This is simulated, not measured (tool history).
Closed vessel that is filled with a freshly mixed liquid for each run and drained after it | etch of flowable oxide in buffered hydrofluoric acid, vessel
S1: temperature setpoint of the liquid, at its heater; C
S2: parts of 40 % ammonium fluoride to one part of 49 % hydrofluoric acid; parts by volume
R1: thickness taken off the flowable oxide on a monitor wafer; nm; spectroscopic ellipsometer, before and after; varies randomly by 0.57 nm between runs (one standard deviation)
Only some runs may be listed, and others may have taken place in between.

run 1 day=0.000 | S1=20.0 S2=22.0 time_in_the_liquid_(s)=90 | R1=87.976
run 2 day=0.062 | S1=17.0 S2=22.0 time_in_the_liquid_(s)=90 | R1=74.953
run 3 day=0.175 | S1=17.0 S2=22.0 time_in_the_liquid_(s)=90 | R1=74.742
run 4 day=0.358 | S1=17.0 S2=22.0 time_in_the_liquid_(s)=95 | R1=79.205
run 5 day=0.408 | S1=20.5 S2=22.0 time_in_the_liquid_(s)=95 | R1=95.946
run 6 day=0.675 | S1=20.5 S2=22.0 time_in_the_liquid_(s)=95 | R1=95.762
run 7 day=0.950 | S1=21.0 S2=22.0 time_in_the_liquid_(s)=95 | R1=98.857

Predict the results of run 8:
run 8 day=1.233 | S1=21.5 S2=22.0 time_in_the_liquid_(s)=95 | R1=?

{"run 8": {"R1": 101.2}}
